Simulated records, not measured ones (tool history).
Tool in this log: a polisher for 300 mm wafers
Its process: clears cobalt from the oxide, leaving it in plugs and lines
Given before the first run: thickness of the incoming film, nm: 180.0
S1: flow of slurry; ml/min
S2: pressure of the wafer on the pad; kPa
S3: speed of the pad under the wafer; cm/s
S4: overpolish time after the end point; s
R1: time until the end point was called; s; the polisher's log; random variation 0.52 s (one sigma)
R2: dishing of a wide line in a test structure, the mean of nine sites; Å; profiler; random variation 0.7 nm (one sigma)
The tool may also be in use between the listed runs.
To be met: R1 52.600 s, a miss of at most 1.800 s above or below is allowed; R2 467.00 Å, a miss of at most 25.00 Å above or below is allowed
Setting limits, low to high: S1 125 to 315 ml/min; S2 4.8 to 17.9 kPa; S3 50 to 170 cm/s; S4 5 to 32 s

Run 1, day 0.000: S1 205 ml/min, S2 11.0 kPa, S3 110 cm/s, S4 16 s. Result: R1 39.610 s, R2 443.37 Å.
Run 2, day 0.200: S1 205 ml/min, S2 9.7 kPa, S3 110 cm/s, S4 16 s. Result: R1 45.196 s, R2 417.19 Å.
Run 3, day 0.533: S1 200 ml/min, S2 9.0 kPa, S3 110 cm/s, S4 18 s. Result: R1 49.957 s, R2 426.49 Å.
Run 4, day 0.567: S1 200 ml/min, S2 9.0 kPa, S3 110 cm/s, S4 24 s. Result: R1 49.213 s, R2 474.21 Å.
Run 5, day 0.771: S1 170 ml/min, S2 9.0 kPa, S3 110 cm/s, S4 24 s. Result: R1 50.615 s, R2 491.75 Å.
Run 6, day 1.117: S1 170 ml/min, S2 9.0 kPa, S3 94 cm/s, S4 24 s. Result: R1 59.145 s, R2 442.40 Å.
Run 7, day 1.229: S1 180 ml/min, S2 9.0 kPa, S3 94 cm/s, S4 24 s. Result: R1 57.745 s, R2 458.53 Å.
Run 8, day 1.288: S1 190 ml/min, S2 9.0 kPa, S3 94 cm/s, S4 24 s. Result: R1 57.278 s, R2 449.60 Å.
Run 9, day 1.475: S1 200 ml/min, S2 9.0 kPa, S3 94 cm/s, S4 24 s. Result: R1 57.616 s, R2 456.56 Å.
Run 10, day 1.542: S1 205 ml/min, S2 9.0 kPa, S3 94 cm/s, S4 24 s. Result: R1 56.792 s, R2 451.54 Å.
Run 11, day 1.762: S1 215 ml/min, S2 9.0 kPa, S3 94 cm/s, S4 24 s. Result: R1 55.926 s, R2 464.85 Å.
Run 12, day 1.988: S1 225 ml/min, S2 9.0 kPa, S3 94 cm/s, S4 24 s. Result: R1 56.287 s, R2 470.11 Å.
Run 13, day 2.017: S1 230 ml/min, S2 9.0 kPa, S3 94 cm/s, S4 23 s. Result: R1 56.169 s, R2 449.62 Å.

Next run, 5 choices. One meets every target within its allowed miss, the rest don't. Which?
Run A, day 2.046: S1 240 ml/min, S2 9.7 kPa, S3 76 cm/s, S4 26 s. Result: R1 ?, R2 ?.
Run B, day 2.046: S1 235 ml/min, S2 9.7 kPa, S3 78 cm/s, S4 30 s. Result: R1 ?, R2 ?.
Run C, day 2.046: S1 180 ml/min, S2 6.9 kPa, S3 122 cm/s, S4 27 s. Result: R1 ?, R2 ?.
Run D, day 2.046: S1 230 ml/min, S2 6.9 kPa, S3 108 cm/s, S4 25 s. Result: R1 ?, R2 ?.
Run E, day 2.046: S1 280 ml/min, S2 10.3 kPa, S3 86 cm/s, S4 24 s. Result: R1 ?, R2 ?.

move      R1      R2
   A  64.483  460.41
   B  63.058  496.12
   C  58.715  488.14
   D  63.807  453.85
   E  52.680  485.81
A: its largest miss is bigger than the last run's
B: its largest miss is bigger than the last run's
C: its largest miss is bigger than the last run's
D: its largest miss is bigger than the last run's
E: hits every target within its allowed miss
E is the move that brings every result within its allowed miss.
